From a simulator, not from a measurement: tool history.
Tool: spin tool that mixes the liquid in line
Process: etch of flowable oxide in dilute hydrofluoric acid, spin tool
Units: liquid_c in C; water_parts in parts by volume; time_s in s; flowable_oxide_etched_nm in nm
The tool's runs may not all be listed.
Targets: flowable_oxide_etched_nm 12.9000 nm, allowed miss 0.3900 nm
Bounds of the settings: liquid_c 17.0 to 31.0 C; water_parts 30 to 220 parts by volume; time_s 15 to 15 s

| run | day | liquid_c | water_parts | time_s | flowable_oxide_etched_nm |
|---|---|---|---|---|---|
| 1 | 0.000 | 23.0 | 125 | 15 | 3.8015 |
| 2 | 0.333 | 23.0 | 155 | 15 | 2.8990 |
| 3 | 0.408 | 24.0 | 140 | 15 | 3.4478 |
| 4 | 0.762 | 24.0 | 140 | 15 | 3.4181 |
| 5 | 0.942 | 25.0 | 125 | 15 | 4.0841 |
| 6 | 1.162 | 26.0 | 110 | 15 | 4.8379 |
| 7 | 1.442 | 26.5 | 100 | 15 | 5.5443 |
| 8 | 1.483 | 27.0 | 90 | 15 | 6.2829 |
| 9 | 1.675 | 27.5 | 80 | 15 | 7.3043 |
| 10 | 1.779 | 28.0 | 75 | 15 | 8.1260 |
| 11 | 1.846 | 28.5 | 70 | 15 | 8.9663 |
| 12 | 2.129 | 29.0 | 65 | 15 | 9.8930 |
| 13 | 2.454 | 29.5 | 65 | 15 | 10.0450 |

Which of these 4 next moves meets every target?
| A | 2.779 | 29.5 | 55 | 15 | ? |
| B | 2.779 | 31.0 | 55 | 15 | ? |
| C | 2.779 | 29.0 | 55 | 15 | ? |
| D | 2.779 | 30.5 | 50 | 15 | ? |

| move | flowable_oxide_etched_nm |
|---|---|
| A | 12.1410 |
| B | 12.8720 |
| C | 11.9050 |
| D | 13.9950 |
A: nearer than the last run, and not there yet
B: meets every target
C: nearer than the last run, and not there yet
D: takes the result that was furthest off past its target
Answer: B
